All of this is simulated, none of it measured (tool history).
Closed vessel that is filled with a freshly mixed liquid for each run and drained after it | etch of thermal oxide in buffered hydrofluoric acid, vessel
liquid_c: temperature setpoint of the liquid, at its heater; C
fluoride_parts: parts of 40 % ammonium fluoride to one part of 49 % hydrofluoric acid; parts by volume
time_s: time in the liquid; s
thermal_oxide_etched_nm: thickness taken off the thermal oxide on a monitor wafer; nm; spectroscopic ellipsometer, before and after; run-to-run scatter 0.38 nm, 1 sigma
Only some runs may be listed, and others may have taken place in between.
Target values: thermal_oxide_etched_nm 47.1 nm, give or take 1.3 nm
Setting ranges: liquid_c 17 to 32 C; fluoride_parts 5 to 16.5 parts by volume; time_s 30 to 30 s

Run 1, day 0: liquid_c 25 C, fluoride_parts 10 parts by volume, time_s 30 s. Result: thermal_oxide_etched_nm 34.342 nm.
Run 2, day 0.2: liquid_c 25 C, fluoride_parts 10 parts by volume, time_s 30 s. Result: thermal_oxide_etched_nm 34.347 nm.
Run 3, day 0.533: liquid_c 21.5 C, fluoride_parts 10 parts by volume, time_s 30 s. Result: thermal_oxide_etched_nm 28.559 nm.
Run 4, day 0.646: liquid_c 23 C, fluoride_parts 10 parts by volume, time_s 30 s. Result: thermal_oxide_etched_nm 31.03 nm.
Run 5, day 0.871: liquid_c 21 C, fluoride_parts 10 parts by volume, time_s 30 s. Result: thermal_oxide_etched_nm 27.72 nm.
Run 6, day 1.175: liquid_c 21 C, fluoride_parts 8 parts by volume, time_s 30 s. Result: thermal_oxide_etched_nm 33.199 nm.
Run 7, day 1.529: liquid_c 22 C, fluoride_parts 8 parts by volume, time_s 30 s. Result: thermal_oxide_etched_nm 35.419 nm.
Run 8, day 1.658: liquid_c 23 C, fluoride_parts 8 parts by volume, time_s 30 s. Result: thermal_oxide_etched_nm 37.455 nm.
Run 9, day 1.683: liquid_c 23.5 C, fluoride_parts 8 parts by volume, time_s 30 s. Result: thermal_oxide_etched_nm 38.16 nm.
Run 10, day 1.721: liquid_c 24 C, fluoride_parts 8 parts by volume, time_s 30 s. Result: thermal_oxide_etched_nm 39.368 nm.
Run 11, day 1.908: liquid_c 24 C, fluoride_parts 8 parts by volume, time_s 30 s. Result: thermal_oxide_etched_nm 39.593 nm.
Run 12, day 2.038: liquid_c 24.5 C, fluoride_parts 8 parts by volume, time_s 30 s. Result: thermal_oxide_etched_nm 40.564 nm.
Run 13, day 2.358: liquid_c 25 C, fluoride_parts 8 parts by volume, time_s 30 s. Result: thermal_oxide_etched_nm 41.58 nm.
Run 14, day 2.712: liquid_c 25.5 C, fluoride_parts 8 parts by volume, time_s 30 s. Result: thermal_oxide_etched_nm 43.225 nm.

Which one of the following 5 next-run settings gets every result inside its allowed miss? There is exactly one.
Run A, day 3.067: liquid_c 26 C, fluoride_parts 7.5 parts by volume, time_s 30 s. Result: thermal_oxide_etched_nm ?.
Run B, day 3.067: liquid_c 29.5 C, fluoride_parts 10 parts by volume, time_s 30 s. Result: thermal_oxide_etched_nm ?.
Run C, day 3.067: liquid_c 30.5 C, fluoride_parts 11.5 parts by volume, time_s 30 s. Result: thermal_oxide_etched_nm ?.
Run D, day 3.067: liquid_c 22.5 C, fluoride_parts 7.5 parts by volume, time_s 30 s. Result: thermal_oxide_etched_nm ?.
Run E, day 3.067: liquid_c 23 C, fluoride_parts 8 parts by volume, time_s 30 s. Result: thermal_oxide_etched_nm ?.

move  thermal_oxide_etched_nm
   A                   46.841
   B                   43.349
   C                   39.877
   D                   38.724
   E                   37.118
A: all results land within tolerance of their targets
B: just as far off the targets as the last run
C: the biggest miss grows against the last run
D: the biggest miss grows against the last run
E: the biggest miss grows against the last run
A meets every target.
